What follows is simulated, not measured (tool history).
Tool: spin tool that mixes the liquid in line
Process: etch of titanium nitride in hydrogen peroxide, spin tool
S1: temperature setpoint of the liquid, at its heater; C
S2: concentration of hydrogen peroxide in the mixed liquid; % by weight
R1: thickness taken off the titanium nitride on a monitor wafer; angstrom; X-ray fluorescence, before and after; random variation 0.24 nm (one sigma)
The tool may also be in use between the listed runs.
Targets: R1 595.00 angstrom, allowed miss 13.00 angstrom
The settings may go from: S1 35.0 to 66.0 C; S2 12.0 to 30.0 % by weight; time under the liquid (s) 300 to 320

{"run": 1, "day": 0.0, "S1": 51.0, "S2": 21.0, "time under the liquid (s)": 300, "R1": 228.92}
{"run": 2, "day": 0.283, "S1": 55.5, "S2": 21.0, "time under the liquid (s)": 300, "R1": 317.13}
{"run": 3, "day": 0.433, "S1": 58.0, "S2": 21.0, "time under the liquid (s)": 300, "R1": 374.06}
{"run": 4, "day": 0.642, "S1": 58.0, "S2": 21.0, "time under the liquid (s)": 320, "R1": 399.86}
{"run": 5, "day": 0.671, "S1": 58.0, "S2": 24.5, "time under the liquid (s)": 320, "R1": 413.25}
{"run": 6, "day": 0.812, "S1": 58.0, "S2": 24.5, "time under the liquid (s)": 320, "R1": 411.52}
{"run": 7, "day": 1.033, "S1": 59.5, "S2": 24.5, "time under the liquid (s)": 320, "R1": 458.9}
{"run": 8, "day": 1.067, "S1": 59.5, "S2": 24.5, "time under the liquid (s)": 320, "R1": 458.78}

Which of these 4 next moves meets every target?
{"run": "A", "day": 1.1, "S1": 63.5, "S2": 19.0, "time under the liquid (s)": 320, "R1": "?"}
{"run": "B", "day": 1.1, "S1": 64.0, "S2": 20.5, "time under the liquid (s)": 300, "R1": "?"}
{"run": "C", "day": 1.1, "S1": 63.5, "S2": 23.0, "time under the liquid (s)": 320, "R1": "?"}
{"run": "D", "day": 1.1, "S1": 62.5, "S2": 24.0, "time under the liquid (s)": 320, "R1": "?"}

move=A R1=569.63
move=B R1=561.12
move=C R1=593.51
move=D R1=560.34
A: nearer than the last run, and not there yet
B: nearer than the last run, and not there yet
C: meets every target
D: nearer than the last run, and not there yet
Answer: C

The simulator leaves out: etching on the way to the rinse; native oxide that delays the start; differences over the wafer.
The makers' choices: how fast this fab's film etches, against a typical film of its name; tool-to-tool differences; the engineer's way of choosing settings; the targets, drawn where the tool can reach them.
